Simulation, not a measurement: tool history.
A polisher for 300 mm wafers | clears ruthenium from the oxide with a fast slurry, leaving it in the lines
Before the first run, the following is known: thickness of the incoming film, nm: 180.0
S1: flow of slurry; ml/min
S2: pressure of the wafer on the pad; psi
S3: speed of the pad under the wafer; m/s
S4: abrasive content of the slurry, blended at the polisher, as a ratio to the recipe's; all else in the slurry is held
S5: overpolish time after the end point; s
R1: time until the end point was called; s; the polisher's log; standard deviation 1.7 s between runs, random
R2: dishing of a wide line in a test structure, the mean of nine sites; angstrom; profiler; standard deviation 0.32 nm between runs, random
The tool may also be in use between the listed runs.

run 1 hour=0 | S1=190 S2=1.9 S3=1 S4=1 S5=12 | R1=68.462 R2=251.85
run 2 hour=4.8 | S1=160 S2=1.9 S3=1 S4=1 S5=12 | R1=69.52 R2=236.87
run 3 hour=13.2 | S1=160 S2=1.9 S3=1 S4=1.1 S5=12 | R1=66.639 R2=251.13
run 4 hour=18.3 | S1=160 S2=1.9 S3=0.88 S4=1.1 S5=12 | R1=74.804 R2=225
run 5 hour=19.9 | S1=160 S2=1.7 S3=0.86 S4=1.1 S5=13 | R1=84.544 R2=215.86
run 6 hour=27.6 | S1=160 S2=1.6 S3=0.84 S4=1.1 S5=13 | R1=91.679 R2=199.46

What will run 7 give?
run 7 hour=33.5 | S1=160 S2=1.5 S3=0.82 S4=1.1 S5=13 | R1=? R2=?

Run 7 produced R1 98.665 s, R2 191.3 angstrom.

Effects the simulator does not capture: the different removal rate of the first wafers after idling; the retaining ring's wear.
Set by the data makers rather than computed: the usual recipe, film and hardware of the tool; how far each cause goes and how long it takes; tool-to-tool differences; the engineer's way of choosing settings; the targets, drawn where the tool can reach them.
